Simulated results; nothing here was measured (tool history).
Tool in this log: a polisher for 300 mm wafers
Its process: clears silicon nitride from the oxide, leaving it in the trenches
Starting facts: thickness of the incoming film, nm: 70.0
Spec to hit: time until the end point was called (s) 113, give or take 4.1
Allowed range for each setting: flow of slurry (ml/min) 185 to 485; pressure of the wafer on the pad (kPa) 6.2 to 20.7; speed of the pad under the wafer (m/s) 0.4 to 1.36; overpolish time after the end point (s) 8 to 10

| run | hour | flow of slurry (ml/min) | pressure of the wafer on the pad (kPa) | speed of the pad under the wafer (m/s) | overpolish time after the end point (s) | time until the end point was called (s) |
|---|---|---|---|---|---|---|
| 1 | 0 | 310 | 13.1 | 0.88 | 10 | 146.18 |
| 2 | 4.2 | 310 | 13.8 | 0.88 | 10 | 137.99 |
| 3 | 10.7 | 310 | 14.5 | 0.88 | 10 | 130.64 |
| 4 | 14.5 | 310 | 15.2 | 0.88 | 10 | 127.21 |
| 5 | 18.4 | 310 | 15.9 | 0.88 | 10 | 120.66 |
| 6 | 25.4 | 310 | 13.8 | 0.88 | 10 | 137.28 |
| 7 | 26.4 | 310 | 14.5 | 0.88 | 10 | 134.33 |
| 8 | 31.1 | 310 | 15.2 | 0.88 | 10 | 128.64 |
| 9 | 34.7 | 310 | 15.9 | 0.88 | 10 | 122.13 |

5 candidate next runs follow, results not yet known. Just one meets every target within its allowed miss. Identify it.
| A | 38.3 | 315 | 15.2 | 0.8 | 10 | ? |
| B | 38.3 | 360 | 13.8 | 1.04 | 10 | ? |
| C | 38.3 | 270 | 15.2 | 1.18 | 10 | ? |
| D | 38.3 | 265 | 18.6 | 0.94 | 10 | ? |
| E | 38.3 | 310 | 15.9 | 0.98 | 9 | ? |

| move | time until the end point was called (s) |
|---|---|
| A | 135.21 |
| B | 124.89 |
| C | 107.42 |
| D | 102.51 |
| E | 114.89 |
A: moves away from the targets compared with the last run
B: moves away from the targets compared with the last run
C: pushes the last run's worst result past its target
D: pushes the last run's worst result past its target
E: every result within its allowed miss
Correct choice: E, which meets every target
